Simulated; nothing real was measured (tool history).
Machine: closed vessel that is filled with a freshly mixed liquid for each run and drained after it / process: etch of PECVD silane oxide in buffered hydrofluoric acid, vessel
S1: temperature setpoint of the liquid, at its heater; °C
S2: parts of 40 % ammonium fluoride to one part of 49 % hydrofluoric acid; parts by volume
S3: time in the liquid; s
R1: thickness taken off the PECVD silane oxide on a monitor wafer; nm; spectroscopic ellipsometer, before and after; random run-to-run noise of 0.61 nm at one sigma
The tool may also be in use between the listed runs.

| run | hour | S1 | S2 | S3 | R1 |
|---|---|---|---|---|---|
| 1 | 0 | 21 | 17 | 30 | 66.376 |
| 2 | 1.1 | 24.5 | 17 | 30 | 80.039 |
| 3 | 5.6 | 24.5 | 17 | 30 | 80.662 |
| 4 | 10 | 25.5 | 15.5 | 30 | 92.821 |
| 5 | 11.4 | 25.5 | 17.5 | 30 | 82.974 |
| 6 | 14.5 | 25.5 | 17.5 | 30 | 82.66 |
| 7 | 17.2 | 26 | 16 | 30 | 93.02 |
| 8 | 22.8 | 26.5 | 15 | 30 | 101.49 |
| 9 | 30.9 | 27 | 14 | 30 | 111.91 |

Run 10 comes next. What will it give?
| 10 | 39.7 | 27.5 | 13.5 | 30 | ? |

For run 10 the tool returned R1 118.91 nm.
